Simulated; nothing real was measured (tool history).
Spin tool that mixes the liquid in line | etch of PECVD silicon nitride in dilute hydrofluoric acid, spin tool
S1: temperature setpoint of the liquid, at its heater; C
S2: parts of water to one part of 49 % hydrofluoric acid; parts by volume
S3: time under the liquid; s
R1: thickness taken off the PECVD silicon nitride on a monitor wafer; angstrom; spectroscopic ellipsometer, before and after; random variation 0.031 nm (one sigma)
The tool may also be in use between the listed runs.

run	hour	S1	S2	S3	R1
1	0	21	115	315	42.006
2	6.9	20	120	315	37.811
3	12.1	20	120	335	40.346
4	19.5	19	125	335	36.646
5	27.1	19	80	335	55.323
6	29	20.5	80	335	60.332
7	30.2	19.5	95	335	48.163
# hour 33.2: thermometer replaced
8	33.2	19	105	335	49.248
9	39.3	19	120	335	42.976

Run 10 comes next. What will it give?
10	47.7	19	135	335	?

Run 10 gave R1 38.279 angstrom.
